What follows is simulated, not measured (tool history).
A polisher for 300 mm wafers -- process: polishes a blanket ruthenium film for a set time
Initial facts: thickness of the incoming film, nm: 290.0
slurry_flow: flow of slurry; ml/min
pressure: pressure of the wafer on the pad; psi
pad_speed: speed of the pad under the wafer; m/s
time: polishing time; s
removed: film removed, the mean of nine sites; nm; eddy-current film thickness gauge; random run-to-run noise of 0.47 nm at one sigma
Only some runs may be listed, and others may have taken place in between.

run	hour	slurry_flow	pressure	pad_speed	time	removed
1	0	215	1.6	1.18	38	40.06
2	2.7	215	1.6	0.9	38	33.552
3	3.2	220	1.9	0.94	38	41.007
4	7.7	220	1.9	0.94	40	43.118
5	14.4	220	1.9	0.72	40	36.697
6	23.2	220	1.9	0.54	40	31.937

Expected results for the next run?
7	32.2	220	1.9	0.54	40	?

Run 7 gave removed 31.51 nm.
